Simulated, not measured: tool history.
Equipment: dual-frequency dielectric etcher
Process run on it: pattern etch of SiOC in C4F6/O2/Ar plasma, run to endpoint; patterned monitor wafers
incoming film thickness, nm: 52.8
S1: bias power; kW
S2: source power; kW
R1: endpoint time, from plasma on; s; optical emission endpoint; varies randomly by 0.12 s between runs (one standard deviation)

| run | hour | S1 | S2 | R1 |
|---|---|---|---|---|
| 1 | 0.0 | 0.438 | 0.380 | 18.624 |
| 2 | 5.2 | 0.438 | 0.320 | 19.688 |
| 3 | 10.6 | 0.392 | 0.320 | 20.411 |
| 4 | 15.8 | 0.392 | 0.370 | 19.398 |
| 5 | 23.6 | 0.363 | 0.370 | 19.793 |
| 6 | 27.3 | 0.398 | 0.390 | 18.819 |

Run 7 comes next. What will it give?
| 7 | 33.7 | 0.427 | 0.400 | ? |

Run 7 yielded R1 18.065 s.
